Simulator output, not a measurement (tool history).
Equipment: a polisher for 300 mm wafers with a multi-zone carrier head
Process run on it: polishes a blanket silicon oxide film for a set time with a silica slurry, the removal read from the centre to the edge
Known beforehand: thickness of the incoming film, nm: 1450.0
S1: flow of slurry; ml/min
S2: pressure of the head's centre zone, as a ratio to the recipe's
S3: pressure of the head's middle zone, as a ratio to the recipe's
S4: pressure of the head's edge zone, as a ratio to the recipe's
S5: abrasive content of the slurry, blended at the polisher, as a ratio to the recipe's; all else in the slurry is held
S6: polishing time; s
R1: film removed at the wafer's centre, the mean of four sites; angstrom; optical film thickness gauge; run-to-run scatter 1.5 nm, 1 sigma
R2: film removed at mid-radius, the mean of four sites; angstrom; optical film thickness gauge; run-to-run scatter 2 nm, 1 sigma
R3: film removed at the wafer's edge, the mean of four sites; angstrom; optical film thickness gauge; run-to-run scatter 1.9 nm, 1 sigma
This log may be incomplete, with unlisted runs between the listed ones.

run 1 day=0 | S1=150 S2=1 S3=1 S4=1 S5=1 S6=68 | R1=2350.5 R2=2316.3 R3=2356.3
run 2 day=0.117 | S1=150 S2=1 S3=1 S4=1 S5=1.1 S6=68 | R1=2422.4 R2=2417.6 R3=2410.2
run 3 day=0.167 | S1=150 S2=1.07 S3=1 S4=1 S5=1.1 S6=68 | R1=2629.7 R2=2360.6 R3=2490.3
run 4 day=0.196 | S1=150 S2=1.07 S3=1 S4=0.94 S5=1.1 S6=68 | R1=2553.8 R2=2399.6 R3=2413.1
run 5 day=0.308 | S1=150 S2=1.06 S3=1 S4=0.93 S5=1 S6=66 | R1=2412 R2=2285.3 R3=2257.5
run 6 day=0.646 | S1=150 S2=1.04 S3=0.99 S4=0.92 S5=0.95 S6=64 | R1=2238.4 R2=2071.1 R3=2102.5
run 7 day=0.671 | S1=150 S2=1.04 S3=0.99 S4=0.92 S5=0.95 S6=64 | R1=2266.4 R2=2150.5 R3=2090.4
run 8 day=0.875 | S1=145 S2=1.01 S3=0.98 S4=0.92 S5=0.9 S6=64 | R1=2114.1 R2=2040.8 R3=2069.1
run 9 day=1.175 | S1=145 S2=1.01 S3=0.98 S4=0.92 S5=0.9 S6=64 | R1=2145.8 R2=2073.3 R3=2046.1
run 10 day=1.404 | S1=145 S2=0.99 S3=0.98 S4=0.91 S5=0.85 S6=63 | R1=1998.2 R2=1962 R3=1935.4

For run 11, what comes out?
run 11 day=1.746 | S1=145 S2=0.98 S3=0.98 S4=0.9 S5=0.8 S6=63 | R1=? R2=? R3=?

{"run 11": {"R1": 1966.8, "R2": 1925.2, "R3": 1864.7}}
